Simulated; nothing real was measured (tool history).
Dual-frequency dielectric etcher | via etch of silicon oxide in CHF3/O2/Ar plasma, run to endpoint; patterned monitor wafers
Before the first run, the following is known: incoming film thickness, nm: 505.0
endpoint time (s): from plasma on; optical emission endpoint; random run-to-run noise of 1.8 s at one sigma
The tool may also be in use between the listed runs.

run	day	source power (W)	bias power (W)	endpoint time (s)
1	0.000	670	182	243.47
2	0.292	670	167	250.86
3	0.571	730	167	240.75
4	0.833	670	162	251.89
# day 1.192: bias power generator calibrated
5	1.192	630	158	256.07
6	1.529	630	181	248.01
7	1.729	630	181	246.60
8	2.083	580	173	261.47
9	2.283	560	171	266.28

Run 10, settings as shown, results not yet in. Your forecast:
10	2.383	550	170	?

Run 10 measured endpoint time (s) 267.79.

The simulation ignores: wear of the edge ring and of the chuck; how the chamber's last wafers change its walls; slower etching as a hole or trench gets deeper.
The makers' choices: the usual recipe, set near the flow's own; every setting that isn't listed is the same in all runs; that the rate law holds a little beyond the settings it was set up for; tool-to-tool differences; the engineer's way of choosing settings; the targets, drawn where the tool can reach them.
